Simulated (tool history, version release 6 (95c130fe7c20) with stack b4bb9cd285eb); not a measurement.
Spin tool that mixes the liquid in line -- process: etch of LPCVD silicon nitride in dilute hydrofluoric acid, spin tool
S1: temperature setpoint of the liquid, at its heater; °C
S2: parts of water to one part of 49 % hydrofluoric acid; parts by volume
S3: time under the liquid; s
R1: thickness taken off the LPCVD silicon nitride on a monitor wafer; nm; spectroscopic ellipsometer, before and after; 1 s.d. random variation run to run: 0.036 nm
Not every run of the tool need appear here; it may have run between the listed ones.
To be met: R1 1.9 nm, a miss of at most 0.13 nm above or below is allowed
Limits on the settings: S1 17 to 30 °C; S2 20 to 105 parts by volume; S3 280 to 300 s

run 1 hour=0 | S1=22 S2=55 S3=280 | R1=2.7046
run 2 hour=8 | S1=20.5 S2=55 S3=280 | R1=2.5301
run 3 hour=9.2 | S1=22 S2=55 S3=280 | R1=2.6255
run 4 hour=11.9 | S1=20.5 S2=55 S3=280 | R1=2.4388
run 5 hour=19.4 | S1=23.5 S2=55 S3=280 | R1=2.9331
run 6 hour=21.4 | S1=23.5 S2=55 S3=300 | R1=3.3037
run 7 hour=24.5 | S1=22 S2=60 S3=300 | R1=2.6765
run 8 hour=28.9 | S1=21 S2=60 S3=300 | R1=2.5694
run 9 hour=34.2 | S1=20 S2=60 S3=300 | R1=2.4578
run 10 hour=35.9 | S1=19.5 S2=60 S3=300 | R1=2.3471
run 11 hour=39.5 | S1=19 S2=60 S3=300 | R1=2.1358
run 12 hour=44.2 | S1=18.5 S2=60 S3=300 | R1=2.0734
run 13 hour=52.9 | S1=18 S2=60 S3=300 | R1=2.0805
run 14 hour=61.4 | S1=18 S2=60 S3=300 | R1=2.0692

Below are 4 possible settings for the next run. Only one of them brings all results inside the allowed miss of their targets. Which is it?
run A hour=69.9 | S1=21.5 S2=75 S3=300 | R1=?
run B hour=69.9 | S1=17.5 S2=50 S3=300 | R1=?
run C hour=69.9 | S1=18 S2=60 S3=280 | R1=?
run D hour=69.9 | S1=21 S2=70 S3=300 | R1=?

move=A R1=2.1293
move=B R1=2.3941
move=C R1=1.9395
move=D R1=2.2016
A: moves away from the targets compared with the last run
B: moves away from the targets compared with the last run
C: all results in spec
D: moves away from the targets compared with the last run
Go with C: it meets all targets.

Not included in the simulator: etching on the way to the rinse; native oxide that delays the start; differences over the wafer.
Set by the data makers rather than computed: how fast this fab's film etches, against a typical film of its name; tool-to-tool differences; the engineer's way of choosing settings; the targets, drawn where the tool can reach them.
